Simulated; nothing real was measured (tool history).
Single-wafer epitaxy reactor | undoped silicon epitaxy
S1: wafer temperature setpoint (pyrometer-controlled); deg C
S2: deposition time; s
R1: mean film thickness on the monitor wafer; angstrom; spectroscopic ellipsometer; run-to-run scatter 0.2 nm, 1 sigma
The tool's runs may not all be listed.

Run 1, hour 0.0: S1 630 deg C, S2 575 s. Result: R1 534.86 angstrom.
Run 2, hour 1.8: S1 630 deg C, S2 654 s. Result: R1 606.55 angstrom.
Run 3, hour 10.8: S1 625 deg C, S2 654 s. Result: R1 533.03 angstrom.
Run 4, hour 19.3: S1 631 deg C, S2 654 s. Result: R1 624.59 angstrom.
Run 5, hour 27.5: S1 635 deg C, S2 654 s. Result: R1 694.19 angstrom.
Run 6, hour 32.2: S1 642 deg C, S2 654 s. Result: R1 831.74 angstrom.

Expected results for the next run?
Run 7, hour 38.3: S1 652 deg C, S2 655 s. Result: R1 ?.

{"run 7": {"R1": 1069.8}}

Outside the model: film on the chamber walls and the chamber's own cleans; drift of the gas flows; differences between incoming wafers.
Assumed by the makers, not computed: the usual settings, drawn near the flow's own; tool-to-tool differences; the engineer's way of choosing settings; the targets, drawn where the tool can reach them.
